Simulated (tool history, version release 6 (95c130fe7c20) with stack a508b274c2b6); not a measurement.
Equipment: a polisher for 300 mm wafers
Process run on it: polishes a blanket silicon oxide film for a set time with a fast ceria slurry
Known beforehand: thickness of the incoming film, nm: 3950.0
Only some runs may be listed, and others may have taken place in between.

run  hour  flow of slurry (ml/min)  pressure of the wafer on the pad (psi)  speed of the pad under the wafer (m/s)  polishing time (s)  film removed (Å)
  1     0                      170                                     1.6                                    1.04                  50            4708.2
  2   2.5                      140                                     1.6                                    1.04                  50            4536.5
  3   6.4                      140                                     1.2                                    1.04                  50            3650.8
  4    15                      140                                     1.2                                    1.04                  52            3833.9
  5  20.1                      135                                     1.1                                    1.04                  52            3564.5
  6  24.1                      135                                     1.1                                    1.16                  52            3919.8
  7  29.2                      135                                     1.1                                    1.16                  52              3894

What does the tool deliver on the next run?
  8  34.9                      130                                       1                                    1.14                  52                 ?

film removed (Å): 3608.1
